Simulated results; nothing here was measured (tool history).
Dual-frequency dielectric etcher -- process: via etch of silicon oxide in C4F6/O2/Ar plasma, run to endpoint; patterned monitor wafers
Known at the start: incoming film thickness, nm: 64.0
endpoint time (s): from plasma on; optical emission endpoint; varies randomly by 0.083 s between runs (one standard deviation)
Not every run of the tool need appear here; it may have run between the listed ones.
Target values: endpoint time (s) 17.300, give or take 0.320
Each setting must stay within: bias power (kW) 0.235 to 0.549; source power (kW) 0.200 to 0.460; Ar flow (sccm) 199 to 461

run 1 hour=0.0 | bias_power_(kW)=0.392 source_power_(kW)=0.330 Ar_flow_(sccm)=330 | endpoint_time_(s)=15.525
run 2 hour=0.9 | bias_power_(kW)=0.382 source_power_(kW)=0.330 Ar_flow_(sccm)=330 | endpoint_time_(s)=15.614
run 3 hour=9.3 | bias_power_(kW)=0.372 source_power_(kW)=0.330 Ar_flow_(sccm)=330 | endpoint_time_(s)=16.006
run 4 hour=12.3 | bias_power_(kW)=0.372 source_power_(kW)=0.330 Ar_flow_(sccm)=388 | endpoint_time_(s)=15.953
run 5 hour=14.1 | bias_power_(kW)=0.372 source_power_(kW)=0.330 Ar_flow_(sccm)=339 | endpoint_time_(s)=15.964
run 6 hour=22.4 | bias_power_(kW)=0.372 source_power_(kW)=0.330 Ar_flow_(sccm)=365 | endpoint_time_(s)=16.136
run 7 hour=23.2 | bias_power_(kW)=0.367 source_power_(kW)=0.330 Ar_flow_(sccm)=365 | endpoint_time_(s)=16.072
run 8 hour=26.5 | bias_power_(kW)=0.361 source_power_(kW)=0.330 Ar_flow_(sccm)=365 | endpoint_time_(s)=16.160
run 9 hour=28.0 | bias_power_(kW)=0.355 source_power_(kW)=0.330 Ar_flow_(sccm)=365 | endpoint_time_(s)=16.260
run 10 hour=28.6 | bias_power_(kW)=0.350 source_power_(kW)=0.330 Ar_flow_(sccm)=365 | endpoint_time_(s)=16.361
run 11 hour=31.6 | bias_power_(kW)=0.345 source_power_(kW)=0.330 Ar_flow_(sccm)=365 | endpoint_time_(s)=16.338
run 12 hour=39.2 | bias_power_(kW)=0.339 source_power_(kW)=0.330 Ar_flow_(sccm)=365 | endpoint_time_(s)=16.488
run 13 hour=43.7 | bias_power_(kW)=0.335 source_power_(kW)=0.330 Ar_flow_(sccm)=365 | endpoint_time_(s)=16.443
run 14 hour=48.8 | bias_power_(kW)=0.330 source_power_(kW)=0.330 Ar_flow_(sccm)=365 | endpoint_time_(s)=16.599
run 15 hour=52.3 | bias_power_(kW)=0.326 source_power_(kW)=0.330 Ar_flow_(sccm)=365 | endpoint_time_(s)=16.647

Exactly one of the 5 candidate moves below puts every result within its allowed miss. Which one?
run A hour=55.8 | bias_power_(kW)=0.334 source_power_(kW)=0.360 Ar_flow_(sccm)=389 | endpoint_time_(s)=?
run B hour=55.8 | bias_power_(kW)=0.318 source_power_(kW)=0.370 Ar_flow_(sccm)=445 | endpoint_time_(s)=?
run C hour=55.8 | bias_power_(kW)=0.281 source_power_(kW)=0.370 Ar_flow_(sccm)=331 | endpoint_time_(s)=?
run D hour=55.8 | bias_power_(kW)=0.273 source_power_(kW)=0.340 Ar_flow_(sccm)=387 | endpoint_time_(s)=?
run E hour=55.8 | bias_power_(kW)=0.309 source_power_(kW)=0.400 Ar_flow_(sccm)=388 | endpoint_time_(s)=?

move=A endpoint_time_(s)=16.095
move=B endpoint_time_(s)=16.323
move=C endpoint_time_(s)=16.479
move=D endpoint_time_(s)=17.430
move=E endpoint_time_(s)=15.747
A: misses by more than the last run did
B: misses by more than the last run did
C: misses by more than the last run did
D: all results in spec
E: misses by more than the last run did
Correct choice: D, which meets every target
